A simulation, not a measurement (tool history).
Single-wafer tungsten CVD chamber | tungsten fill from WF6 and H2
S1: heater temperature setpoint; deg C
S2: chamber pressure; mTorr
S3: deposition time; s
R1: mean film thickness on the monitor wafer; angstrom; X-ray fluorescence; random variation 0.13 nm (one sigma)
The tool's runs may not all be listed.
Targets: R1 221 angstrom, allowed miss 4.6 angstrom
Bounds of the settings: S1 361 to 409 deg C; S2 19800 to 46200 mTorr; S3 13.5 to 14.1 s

run 1 hour=0 | S1=385 S2=33000 S3=14.1 | R1=343.33
run 2 hour=0.7 | S1=385 S2=33000 S3=13.5 | R1=329.38
run 3 hour=4.6 | S1=381 S2=32900 S3=13.5 | R1=301.26
run 4 hour=10.4 | S1=381 S2=32900 S3=13.5 | R1=298.78
run 5 hour=18.4 | S1=375 S2=32900 S3=13.5 | R1=261.14
run 6 hour=22.6 | S1=373 S2=32900 S3=13.5 | R1=248.6
run 7 hour=29.7 | S1=372 S2=32900 S3=13.5 | R1=245.14
run 8 hour=37.9 | S1=371 S2=32900 S3=13.5 | R1=237
run 9 hour=42.4 | S1=367 S2=32800 S3=13.5 | R1=213.42

Which of these 5 next moves meets every target?
run A hour=46.9 | S1=367 S2=33500 S3=13.9 | R1=?
run B hour=46.9 | S1=364 S2=36700 S3=13.5 | R1=?
run C hour=46.9 | S1=365 S2=42600 S3=13.6 | R1=?
run D hour=46.9 | S1=370 S2=32300 S3=13.7 | R1=?
run E hour=46.9 | S1=368 S2=29400 S3=13.5 | R1=?

move=A R1=225.49
move=B R1=211.86
move=C R1=234.11
move=D R1=235.32
move=E R1=211.46
A: meets every target
B: further off than the last run
C: takes the result that was furthest off past its target
D: takes the result that was furthest off past its target
E: further off than the last run
Move A is the one to make.
